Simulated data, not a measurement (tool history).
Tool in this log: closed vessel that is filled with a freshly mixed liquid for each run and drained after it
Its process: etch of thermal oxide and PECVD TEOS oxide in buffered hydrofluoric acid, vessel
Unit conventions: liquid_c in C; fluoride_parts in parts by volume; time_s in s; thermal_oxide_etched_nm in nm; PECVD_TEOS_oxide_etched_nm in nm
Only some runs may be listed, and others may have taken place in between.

run 1 hour=0.0 | liquid_c=23.0 fluoride_parts=17.0 time_s=85 | thermal_oxide_etched_nm=53.874 PECVD_TEOS_oxide_etched_nm=170.92
run 2 hour=6.6 | liquid_c=25.5 fluoride_parts=16.5 time_s=85 | thermal_oxide_etched_nm=63.401 PECVD_TEOS_oxide_etched_nm=207.25
run 3 hour=9.8 | liquid_c=25.5 fluoride_parts=13.0 time_s=85 | thermal_oxide_etched_nm=80.772 PECVD_TEOS_oxide_etched_nm=263.53
run 4 hour=12.0 | liquid_c=26.0 fluoride_parts=13.0 time_s=85 | thermal_oxide_etched_nm=82.591 PECVD_TEOS_oxide_etched_nm=265.87
run 5 hour=17.1 | liquid_c=26.0 fluoride_parts=13.0 time_s=105 | thermal_oxide_etched_nm=102.250 PECVD_TEOS_oxide_etched_nm=328.61
run 6 hour=20.8 | liquid_c=26.0 fluoride_parts=8.5 time_s=105 | thermal_oxide_etched_nm=149.820 PECVD_TEOS_oxide_etched_nm=492.45
run 7 hour=26.3 | liquid_c=23.5 fluoride_parts=9.0 time_s=105 | thermal_oxide_etched_nm=121.690 PECVD_TEOS_oxide_etched_nm=402.31
run 8 hour=32.0 | liquid_c=22.0 fluoride_parts=9.0 time_s=105 | thermal_oxide_etched_nm=113.930 PECVD_TEOS_oxide_etched_nm=365.42
run 9 hour=39.3 | liquid_c=21.0 fluoride_parts=9.0 time_s=105 | thermal_oxide_etched_nm=107.670 PECVD_TEOS_oxide_etched_nm=345.13
run 10 hour=40.9 | liquid_c=20.0 fluoride_parts=9.0 time_s=105 | thermal_oxide_etched_nm=101.780 PECVD_TEOS_oxide_etched_nm=332.20
run 11 hour=47.3 | liquid_c=19.0 fluoride_parts=9.0 time_s=105 | thermal_oxide_etched_nm=95.755 PECVD_TEOS_oxide_etched_nm=309.55
run 12 hour=55.2 | liquid_c=18.5 fluoride_parts=9.0 time_s=105 | thermal_oxide_etched_nm=93.535 PECVD_TEOS_oxide_etched_nm=302.05

Predict the results of run 13:
run 13 hour=59.1 | liquid_c=18.0 fluoride_parts=9.0 time_s=105 | thermal_oxide_etched_nm=? PECVD_TEOS_oxide_etched_nm=?

{"run 13": {"thermal_oxide_etched_nm": 90.536, "PECVD_TEOS_oxide_etched_nm": 296.94}}
